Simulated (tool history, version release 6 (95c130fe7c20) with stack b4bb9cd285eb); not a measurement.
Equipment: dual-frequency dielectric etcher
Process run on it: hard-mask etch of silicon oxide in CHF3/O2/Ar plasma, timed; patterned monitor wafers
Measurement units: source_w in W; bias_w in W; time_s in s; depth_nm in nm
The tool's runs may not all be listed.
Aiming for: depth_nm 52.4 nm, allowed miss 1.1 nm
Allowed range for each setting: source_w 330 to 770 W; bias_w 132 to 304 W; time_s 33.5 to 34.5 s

{"run": 1, "hour": 0.0, "source_w": 550, "bias_w": 218, "time_s": 33.5, "depth_nm": 66.414}
{"run": 2, "hour": 8.1, "source_w": 550, "bias_w": 232, "time_s": 33.5, "depth_nm": 67.439}
{"run": 3, "hour": 12.7, "source_w": 550, "bias_w": 209, "time_s": 33.5, "depth_nm": 65.614}
{"run": 4, "hour": 20.9, "source_w": 550, "bias_w": 209, "time_s": 33.5, "depth_nm": 65.968}
{"run": 5, "hour": 29.6, "source_w": 550, "bias_w": 179, "time_s": 33.5, "depth_nm": 62.206}
{"run": 6, "hour": 34.3, "source_w": 520, "bias_w": 176, "time_s": 33.5, "depth_nm": 59.619}
{"run": 7, "hour": 38.8, "source_w": 500, "bias_w": 175, "time_s": 33.5, "depth_nm": 57.885}
{"run": 8, "hour": 45.3, "source_w": 490, "bias_w": 175, "time_s": 33.5, "depth_nm": 56.788}
{"run": 9, "hour": 50.6, "source_w": 480, "bias_w": 175, "time_s": 33.5, "depth_nm": 56.445}
{"run": 10, "hour": 52.3, "source_w": 480, "bias_w": 175, "time_s": 33.5, "depth_nm": 56.675}
{"run": 11, "hour": 55.8, "source_w": 480, "bias_w": 175, "time_s": 33.5, "depth_nm": 56.456}
{"run": 12, "hour": 64.2, "source_w": 470, "bias_w": 175, "time_s": 33.5, "depth_nm": 55.671}
{"run": 13, "hour": 71.6, "source_w": 460, "bias_w": 175, "time_s": 33.5, "depth_nm": 55.02}
{"run": 14, "hour": 73.8, "source_w": 450, "bias_w": 175, "time_s": 33.5, "depth_nm": 54.099}

Which of these 4 next moves meets every target?
{"run": "A", "hour": 76.0, "source_w": 440, "bias_w": 156, "time_s": 34, "depth_nm": "?"}
{"run": "B", "hour": 76.0, "source_w": 410, "bias_w": 236, "time_s": 34, "depth_nm": "?"}
{"run": "C", "hour": 76.0, "source_w": 450, "bias_w": 165, "time_s": 34.5, "depth_nm": "?"}
{"run": "D", "hour": 76.0, "source_w": 460, "bias_w": 171, "time_s": 34, "depth_nm": "?"}

move=A depth_nm=52.458
move=B depth_nm=57.136
move=C depth_nm=55.053
move=D depth_nm=55.721
A: in spec on every target
B: further off than the last run
C: further off than the last run
D: further off than the last run
Go with A: it meets all targets.

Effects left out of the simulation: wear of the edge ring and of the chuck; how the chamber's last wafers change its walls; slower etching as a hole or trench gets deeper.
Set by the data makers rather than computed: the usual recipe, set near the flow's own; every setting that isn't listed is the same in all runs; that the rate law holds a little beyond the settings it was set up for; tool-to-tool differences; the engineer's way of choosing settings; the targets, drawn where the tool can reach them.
